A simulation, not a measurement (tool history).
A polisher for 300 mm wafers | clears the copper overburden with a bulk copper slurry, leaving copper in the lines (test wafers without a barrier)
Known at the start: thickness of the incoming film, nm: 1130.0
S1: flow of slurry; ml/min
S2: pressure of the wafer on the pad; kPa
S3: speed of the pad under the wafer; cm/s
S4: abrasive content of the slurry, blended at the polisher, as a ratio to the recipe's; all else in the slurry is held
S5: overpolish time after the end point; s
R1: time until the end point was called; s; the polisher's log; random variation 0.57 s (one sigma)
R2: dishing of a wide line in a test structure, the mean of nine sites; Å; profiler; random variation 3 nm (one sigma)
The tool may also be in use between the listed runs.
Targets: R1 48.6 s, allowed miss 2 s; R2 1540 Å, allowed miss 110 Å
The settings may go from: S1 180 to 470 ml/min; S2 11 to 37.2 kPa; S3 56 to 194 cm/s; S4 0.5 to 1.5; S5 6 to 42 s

run	hour	S1	S2	S3	S4	S5	R1	R2
1	0	300	24.1	124	1	21	90.948	1212.4
2	8.1	300	24.1	108	1	21	100.92	1191.5
3	14.6	300	24.1	108	1	25	103.59	1299
4	15.5	300	20	108	1	25	118.18	1194.2
5	23.8	300	23.4	116	1	23	99.049	1236.8
# hour 28.5: slurry blender recalibrated
6	28.5	300	26.2	122	1	22	77.997	1394.7
7	33.7	300	27.6	122	1	20	75.213	1381.8
8	38	300	34.5	138	1	10	52.848	1167.2
9	43.9	300	34.5	138	1	10	54.023	1129.7
10	47.5	300	35.2	138	1	12	53.238	1330.8
11	51.8	300	35.2	138	1	12	52.525	1288.3
12	58	300	35.9	138	1	13	52.175	1396.1

Which of these 4 next moves meets every target?
A	64.2	295	33.8	132	1.2	14	?	?
B	64.2	305	35.9	128	1.1	17	?	?
C	64.2	380	35.2	128	1	14	?	?
D	64.2	335	33.8	148	1.15	15	?	?

move	R1	R2
A	54.191	1370.7
B	54.139	1532.7
C	55.492	1359.3
D	48.517	1507.7
A: further off than the last run
B: further off than the last run
C: further off than the last run
D: meets every target
The right move is D.

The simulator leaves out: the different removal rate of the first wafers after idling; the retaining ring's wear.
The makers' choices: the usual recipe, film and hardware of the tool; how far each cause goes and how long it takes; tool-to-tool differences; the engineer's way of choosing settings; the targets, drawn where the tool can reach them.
